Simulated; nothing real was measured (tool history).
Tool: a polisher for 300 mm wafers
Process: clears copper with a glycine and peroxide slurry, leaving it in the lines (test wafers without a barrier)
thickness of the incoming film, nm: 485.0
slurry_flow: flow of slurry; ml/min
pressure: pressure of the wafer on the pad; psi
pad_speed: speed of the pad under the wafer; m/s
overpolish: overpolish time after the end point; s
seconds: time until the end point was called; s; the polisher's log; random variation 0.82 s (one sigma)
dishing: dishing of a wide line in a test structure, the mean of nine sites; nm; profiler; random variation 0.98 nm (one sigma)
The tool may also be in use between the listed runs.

{"run": 1, "day": 0.0, "slurry_flow": 150, "pressure": 3, "pad_speed": 1.1, "overpolish": 12, "seconds": 83.03, "dishing": 41.573}
{"run": 2, "day": 0.158, "slurry_flow": 150, "pressure": 3, "pad_speed": 1.1, "overpolish": 8, "seconds": 84.072, "dishing": 29.403}
{"run": 3, "day": 0.246, "slurry_flow": 150, "pressure": 3.1, "pad_speed": 1.12, "overpolish": 9, "seconds": 79.395, "dishing": 33.295}
{"run": 4, "day": 0.417, "slurry_flow": 150, "pressure": 3.2, "pad_speed": 1.14, "overpolish": 10, "seconds": 77.674, "dishing": 38.904}
{"run": 5, "day": 0.633, "slurry_flow": 145, "pressure": 3.3, "pad_speed": 1.14, "overpolish": 10, "seconds": 75.581, "dishing": 38.265}
{"run": 6, "day": 0.996, "slurry_flow": 140, "pressure": 3.4, "pad_speed": 1.14, "overpolish": 11, "seconds": 72.776, "dishing": 44.007}

The next listed run, before its measurement:
{"run": 7, "day": 1.217, "slurry_flow": 130, "pressure": 4.2, "pad_speed": 1.12, "overpolish": 17, "seconds": "?", "dishing": "?"}

{"run 7": {"seconds": 62.998, "dishing": 71.42}}
